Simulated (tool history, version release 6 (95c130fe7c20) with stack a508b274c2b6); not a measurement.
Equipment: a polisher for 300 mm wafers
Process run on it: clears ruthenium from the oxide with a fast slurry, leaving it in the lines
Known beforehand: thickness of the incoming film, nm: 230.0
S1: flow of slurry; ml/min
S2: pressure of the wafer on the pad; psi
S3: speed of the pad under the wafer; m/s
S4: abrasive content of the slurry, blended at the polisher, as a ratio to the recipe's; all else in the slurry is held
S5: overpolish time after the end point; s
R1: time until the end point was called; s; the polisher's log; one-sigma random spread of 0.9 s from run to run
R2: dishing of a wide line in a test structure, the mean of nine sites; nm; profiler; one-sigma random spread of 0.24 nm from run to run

run 1 hour=0 | S1=150 S2=2 S3=1.24 S4=1 S5=9 | R1=60.663 R2=29.058
run 2 hour=4.4 | S1=150 S2=2 S3=1.24 S4=1.2 S5=9 | R1=56.032 R2=30.925
run 3 hour=9 | S1=150 S2=2 S3=1.24 S4=1.2 S5=10 | R1=57.316 R2=34.542
run 4 hour=17.8 | S1=135 S2=2 S3=1.24 S4=1.2 S5=10 | R1=58.234 R2=34.218
run 5 hour=23.7 | S1=135 S2=1.9 S3=1.24 S4=1.2 S5=10 | R1=61.874 R2=31.793
run 6 hour=25.8 | S1=130 S2=1.8 S3=1.24 S4=1.2 S5=10 | R1=64.3 R2=30.016

What does the tool deliver on the next run?
run 7 hour=29.3 | S1=125 S2=1.7 S3=1.24 S4=1.2 S5=10 | R1=? R2=?

R1: 69.4 s
R2: 28.752 nm
